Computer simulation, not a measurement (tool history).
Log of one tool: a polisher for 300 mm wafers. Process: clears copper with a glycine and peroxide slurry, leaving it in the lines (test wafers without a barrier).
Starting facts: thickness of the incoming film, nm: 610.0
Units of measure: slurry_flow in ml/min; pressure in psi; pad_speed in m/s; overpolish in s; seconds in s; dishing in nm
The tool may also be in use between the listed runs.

Run 1, hour 0.0: slurry_flow 310 ml/min, pressure 1.8 psi, pad_speed 0.96 m/s, overpolish 21 s. Result: seconds 158.80 s, dishing 42.448 nm.
Run 2, hour 0.8: slurry_flow 310 ml/min, pressure 1.7 psi, pad_speed 0.96 m/s, overpolish 21 s. Result: seconds 165.31 s, dishing 40.625 nm.
Run 3, hour 7.6: slurry_flow 310 ml/min, pressure 1.6 psi, pad_speed 0.96 m/s, overpolish 22 s. Result: seconds 172.29 s, dishing 42.009 nm.
Run 4, hour 8.5: slurry_flow 310 ml/min, pressure 1.5 psi, pad_speed 0.96 m/s, overpolish 22 s. Result: seconds 176.42 s, dishing 41.330 nm.
Run 5, hour 16.0: slurry_flow 310 ml/min, pressure 1.4 psi, pad_speed 0.96 m/s, overpolish 22 s. Result: seconds 184.46 s, dishing 39.252 nm.
Run 6, hour 22.0: slurry_flow 310 ml/min, pressure 1.4 psi, pad_speed 0.72 m/s, overpolish 22 s. Result: seconds 227.62 s, dishing 36.468 nm.

Run 7 has not been measured yet. What should we expect?
Run 7, hour 25.0: slurry_flow 310 ml/min, pressure 1.5 psi, pad_speed 0.72 m/s, overpolish 22 s. Result: seconds ?, dishing ?.

seconds: 216.74 s
dishing: 37.017 nm
